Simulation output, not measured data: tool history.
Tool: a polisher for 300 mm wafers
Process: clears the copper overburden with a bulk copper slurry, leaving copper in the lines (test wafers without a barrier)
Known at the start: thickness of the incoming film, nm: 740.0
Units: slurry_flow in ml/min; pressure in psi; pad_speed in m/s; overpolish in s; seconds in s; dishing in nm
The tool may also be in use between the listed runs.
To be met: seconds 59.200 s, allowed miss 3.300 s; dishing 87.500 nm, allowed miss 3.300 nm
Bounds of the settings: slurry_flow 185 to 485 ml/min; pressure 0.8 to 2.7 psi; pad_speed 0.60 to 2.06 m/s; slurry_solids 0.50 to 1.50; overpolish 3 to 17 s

run,hour,slurry_flow,pressure,pad_speed,slurry_solids,overpolish,seconds,dishing
1,0.0,310,1.7,1.32,1.00,9,100.960,38.892
2,8.3,310,1.8,1.36,1.00,10,91.773,45.428
3,12.4,310,1.8,1.36,1.10,10,90.428,47.297
4,13.3,310,1.8,1.52,1.10,10,83.223,50.096
5,16.4,315,1.9,1.52,1.10,11,78.831,55.939
6,21.4,315,1.9,1.52,1.30,11,77.159,56.304
7,27.1,315,2.0,1.52,1.30,11,72.803,59.471
8,32.4,310,2.4,1.52,1.30,14,61.573,83.763

5 next moves are on the table. One of them brings every result within its allowed miss. Which?
A,37.7,185,2.3,1.90,1.10,15,?,?
B,37.7,335,2.2,1.46,1.50,15,?,?
C,37.7,200,2.7,1.74,1.35,11,?,?
D,37.7,360,1.8,1.90,1.10,16,?,?
E,37.7,235,2.7,1.54,1.45,11,?,?

move,seconds,dishing
A,58.509,87.458
B,66.040,80.571
C,50.822,80.845
D,68.517,78.738
E,54.133,77.468
A: meets every target
B: further off than the last run
C: further off than the last run
D: further off than the last run
E: further off than the last run
Move A is the one to make.
